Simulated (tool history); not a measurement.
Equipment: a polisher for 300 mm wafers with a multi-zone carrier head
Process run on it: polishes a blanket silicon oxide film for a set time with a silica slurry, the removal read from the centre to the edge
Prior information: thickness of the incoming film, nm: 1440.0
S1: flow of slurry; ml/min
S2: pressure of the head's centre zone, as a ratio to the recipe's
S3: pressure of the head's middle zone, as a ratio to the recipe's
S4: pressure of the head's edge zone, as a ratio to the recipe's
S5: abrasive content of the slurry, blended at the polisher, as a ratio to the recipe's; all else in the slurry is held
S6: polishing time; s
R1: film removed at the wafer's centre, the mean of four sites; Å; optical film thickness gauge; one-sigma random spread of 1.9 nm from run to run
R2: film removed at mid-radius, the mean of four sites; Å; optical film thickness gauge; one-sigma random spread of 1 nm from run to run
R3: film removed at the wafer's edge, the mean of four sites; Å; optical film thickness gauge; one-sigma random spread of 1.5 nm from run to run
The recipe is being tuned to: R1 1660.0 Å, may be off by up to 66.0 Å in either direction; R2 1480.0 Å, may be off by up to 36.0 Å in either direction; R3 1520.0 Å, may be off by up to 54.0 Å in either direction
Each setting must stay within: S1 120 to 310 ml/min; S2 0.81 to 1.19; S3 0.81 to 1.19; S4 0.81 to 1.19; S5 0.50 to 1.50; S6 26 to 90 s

| run | hour | S1 | S2 | S3 | S4 | S5 | S6 | R1 | R2 | R3 |
|---|---|---|---|---|---|---|---|---|---|---|
| 1 | 0.0 | 200 | 1.00 | 1.00 | 1.00 | 1.00 | 58 | 1285.6 | 1318.9 | 1279.2 |
| 2 | 6.1 | 200 | 1.08 | 1.00 | 1.00 | 1.00 | 58 | 1405.3 | 1311.3 | 1290.5 |
| 3 | 7.7 | 200 | 1.08 | 0.94 | 1.00 | 1.00 | 58 | 1402.3 | 1231.6 | 1288.9 |
| 4 | 13.1 | 200 | 1.02 | 0.94 | 1.00 | 1.00 | 58 | 1305.6 | 1249.2 | 1296.9 |
| 5 | 15.0 | 155 | 1.02 | 0.94 | 1.00 | 1.00 | 58 | 1259.4 | 1182.4 | 1260.8 |
| 6 | 23.7 | 175 | 1.04 | 0.95 | 1.03 | 1.00 | 58 | 1298.1 | 1211.9 | 1270.7 |
| 7 | 28.5 | 190 | 1.05 | 0.95 | 1.03 | 1.05 | 58 | 1360.6 | 1281.4 | 1311.1 |
| 8 | 30.1 | 200 | 1.06 | 0.94 | 1.04 | 1.10 | 58 | 1427.6 | 1320.1 | 1370.9 |
| 9 | 38.1 | 215 | 1.07 | 0.94 | 1.05 | 1.10 | 58 | 1453.9 | 1324.3 | 1372.4 |
| 10 | 44.3 | 225 | 1.08 | 0.94 | 1.06 | 1.10 | 58 | 1507.7 | 1325.0 | 1382.0 |
| 11 | 48.1 | 230 | 1.08 | 0.94 | 1.07 | 1.10 | 58 | 1506.6 | 1329.5 | 1437.4 |
| 12 | 52.4 | 240 | 1.08 | 0.95 | 1.07 | 1.10 | 58 | 1523.8 | 1345.4 | 1420.2 |
| 13 | 57.1 | 250 | 1.08 | 0.96 | 1.08 | 1.10 | 58 | 1517.2 | 1369.2 | 1435.1 |
| 14 | 60.8 | 255 | 1.09 | 0.97 | 1.09 | 1.10 | 58 | 1532.2 | 1394.5 | 1425.4 |
| 15 | 69.7 | 260 | 1.09 | 0.97 | 1.10 | 1.10 | 58 | 1552.1 | 1393.1 | 1440.2 |
| 16 | 76.8 | 265 | 1.09 | 0.97 | 1.11 | 1.10 | 58 | 1568.4 | 1382.8 | 1466.9 |
| 17 | 83.8 | 295 | 1.11 | 1.03 | 1.13 | 1.15 | 58 | 1635.2 | 1513.2 | 1524.3 |

Below are 4 possible settings for the next run. Only one of them brings all results inside the allowed miss of their targets. Which is it?
| A | 90.8 | 310 | 1.09 | 0.97 | 1.08 | 0.90 | 68 | ? | ? | ? |
| B | 90.8 | 295 | 1.10 | 1.04 | 1.16 | 1.20 | 58 | ? | ? | ? |
| C | 90.8 | 280 | 1.08 | 1.06 | 1.17 | 1.10 | 60 | ? | ? | ? |
| D | 90.8 | 275 | 1.07 | 0.99 | 1.19 | 1.35 | 52 | ? | ? | ? |

| move | R1 | R2 | R3 |
|---|---|---|---|
| A | 1637.0 | 1475.8 | 1513.1 |
| B | 1660.5 | 1568.8 | 1577.8 |
| C | 1601.2 | 1565.9 | 1559.1 |
| D | 1517.9 | 1418.8 | 1508.2 |
A: all results in spec
B: its largest miss is bigger than the last run's
C: its largest miss is bigger than the last run's
D: takes the result that was furthest off past its target
So the answer is move A, the one that meets all the targets.
